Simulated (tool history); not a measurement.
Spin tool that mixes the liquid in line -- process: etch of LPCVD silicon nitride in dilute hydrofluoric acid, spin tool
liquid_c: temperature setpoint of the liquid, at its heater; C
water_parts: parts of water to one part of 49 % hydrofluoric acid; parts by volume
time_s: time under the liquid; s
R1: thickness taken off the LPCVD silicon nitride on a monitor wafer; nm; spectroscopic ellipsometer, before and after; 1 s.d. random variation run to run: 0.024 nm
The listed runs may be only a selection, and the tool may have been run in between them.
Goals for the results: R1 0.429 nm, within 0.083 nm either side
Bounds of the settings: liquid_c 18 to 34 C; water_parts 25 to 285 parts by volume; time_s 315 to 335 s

Run 1, day 0: liquid_c 26 C, water_parts 155 parts by volume, time_s 315 s. Result: R1 1.0794 nm.
Run 2, day 0.179: liquid_c 25 C, water_parts 180 parts by volume, time_s 315 s. Result: R1 0.9469 nm.
Run 3, day 0.304: liquid_c 25 C, water_parts 150 parts by volume, time_s 315 s. Result: R1 1.1512 nm.
Run 4, day 0.596: liquid_c 25 C, water_parts 115 parts by volume, time_s 315 s. Result: R1 1.4164 nm.
Run 5, day 0.883: liquid_c 24 C, water_parts 155 parts by volume, time_s 315 s. Result: R1 0.90608 nm.
Run 6, day 0.946: liquid_c 23 C, water_parts 160 parts by volume, time_s 315 s. Result: R1 0.80956 nm.
Run 7, day 1.088: liquid_c 22 C, water_parts 170 parts by volume, time_s 315 s. Result: R1 0.8163 nm.
Run 8, day 1.425: liquid_c 21.5 C, water_parts 190 parts by volume, time_s 315 s. Result: R1 0.71571 nm.
Run 9, day 1.65: liquid_c 21.5 C, water_parts 190 parts by volume, time_s 315 s. Result: R1 0.67249 nm.
Run 10, day 1.862: liquid_c 21 C, water_parts 200 parts by volume, time_s 315 s. Result: R1 0.58467 nm.
Run 11, day 2.029: liquid_c 20.5 C, water_parts 205 parts by volume, time_s 315 s. Result: R1 0.59856 nm.
Run 12, day 2.312: liquid_c 20 C, water_parts 215 parts by volume, time_s 315 s. Result: R1 0.51218 nm.

Exercise: of the 5 proposed moves below, exactly one satisfies all targets within the stated allowed misses. Which move is it?
Run A, day 2.596: liquid_c 19.5 C, water_parts 195 parts by volume, time_s 335 s. Result: R1 ?.
Run B, day 2.596: liquid_c 18 C, water_parts 140 parts by volume, time_s 315 s. Result: R1 ?.
Run C, day 2.596: liquid_c 22 C, water_parts 185 parts by volume, time_s 335 s. Result: R1 ?.
Run D, day 2.596: liquid_c 20 C, water_parts 250 parts by volume, time_s 315 s. Result: R1 ?.
Run E, day 2.596: liquid_c 21.5 C, water_parts 210 parts by volume, time_s 335 s. Result: R1 ?.

move       R1
   A  0.60743
   B  0.71183
   C  0.75302
   D  0.46385
   E  0.64395
A: moves away from the targets compared with the last run
B: moves away from the targets compared with the last run
C: moves away from the targets compared with the last run
D: in spec on every target
E: moves away from the targets compared with the last run
So the answer is move D, the one that meets all the targets.

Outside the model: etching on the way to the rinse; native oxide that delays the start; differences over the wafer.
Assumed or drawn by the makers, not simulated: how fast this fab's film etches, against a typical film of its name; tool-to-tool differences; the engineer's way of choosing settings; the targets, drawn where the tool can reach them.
